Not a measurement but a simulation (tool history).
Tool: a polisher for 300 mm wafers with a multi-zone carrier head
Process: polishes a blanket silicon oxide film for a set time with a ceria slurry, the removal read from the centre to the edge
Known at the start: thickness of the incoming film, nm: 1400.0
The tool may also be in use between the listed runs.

run,hour,flow of slurry (ml/min),pressure of the head's centre zone,pressure of the head's middle zone,pressure of the head's edge zone,polishing time (s),film removed at the wafer's centre (nm),film removed at mid-radius (nm),film removed at the wafer's edge (nm)
1,0,155,1,1,1,89,339.06,357.48,342.86
2,8.1,155,0.92,1,1,89,321.97,358,353.24
3,14.7,150,0.93,0.99,0.99,83,296.72,331,323.6
4,23.7,145,0.94,0.97,0.98,78,288.62,305.28,311.67
5,25,145,0.95,0.97,0.97,73,261.5,275.05,282.56
6,30,145,0.95,0.89,0.97,73,261.52,264.54,285.49
7,37.9,145,0.95,0.9,0.95,70,250.55,257.52,265.18
# hour 43.8: slurry nozzle cleaned
8,43.8,145,0.95,0.89,0.93,68,272.93,263.21,266.22
9,52.2,145,0.95,0.9,0.93,65,256.25,256.51,255.01

The next listed run, before its measurement:
10,53,145,0.95,0.9,0.93,62,?,?,?

film removed at the wafer's centre (nm): 248.39
film removed at mid-radius (nm): 245.08
film removed at the wafer's edge (nm): 243.22
